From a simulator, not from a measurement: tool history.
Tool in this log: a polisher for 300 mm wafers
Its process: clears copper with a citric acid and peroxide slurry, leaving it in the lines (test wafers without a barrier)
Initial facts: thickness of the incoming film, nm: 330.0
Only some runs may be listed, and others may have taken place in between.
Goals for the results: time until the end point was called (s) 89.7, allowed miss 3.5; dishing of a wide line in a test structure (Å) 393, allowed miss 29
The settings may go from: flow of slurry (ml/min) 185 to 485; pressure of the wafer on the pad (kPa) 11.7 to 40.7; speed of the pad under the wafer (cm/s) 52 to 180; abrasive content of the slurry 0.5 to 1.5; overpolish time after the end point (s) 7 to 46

run	hour	flow of slurry (ml/min)	pressure of the wafer on the pad (kPa)	speed of the pad under the wafer (cm/s)	abrasive content of the slurry	overpolish time after the end point (s)	time until the end point was called (s)	dishing of a wide line in a test structure (Å)
1	0	310	26.2	116	1	24	111.64	422.62
2	4.8	310	27.6	116	1	22	106.25	425.36
3	7.9	310	27.6	116	1	16	108.16	336.64
4	9	310	29	116	1	16	99.438	331.32
# hour 13.8: slurry blender recalibrated
5	13.8	310	29	116	1	13	95.6	279.91
6	19	310	29.6	116	1	15	94.316	339.78
7	22	310	29.6	116	1	15	92.684	341.47
8	23.7	310	29.6	116	1	16	92.684	357.65

5 next moves are on the table. One of them brings every result within its allowed miss. Which?
A	25.4	360	30.3	118	1.05	13	?	?
B	25.4	270	35.2	110	0.85	17	?	?
C	25.4	280	30.3	122	1.1	14	?	?
D	25.4	420	29.6	118	0.85	12	?	?
E	25.4	275	34.5	116	1.1	16	?	?

move	time until the end point was called (s)	dishing of a wide line in a test structure (Å)
A	88.914	324.03
B	89.071	401.96
C	87.554	348.25
D	92.768	292.74
E	82.515	406.54
A: misses by more than the last run did
B: each result inside its tolerance
C: misses by more than the last run did
D: misses by more than the last run did
E: the furthest-off result lands on target, but another misses its tolerance
So the answer is move B, the one that meets all the targets.
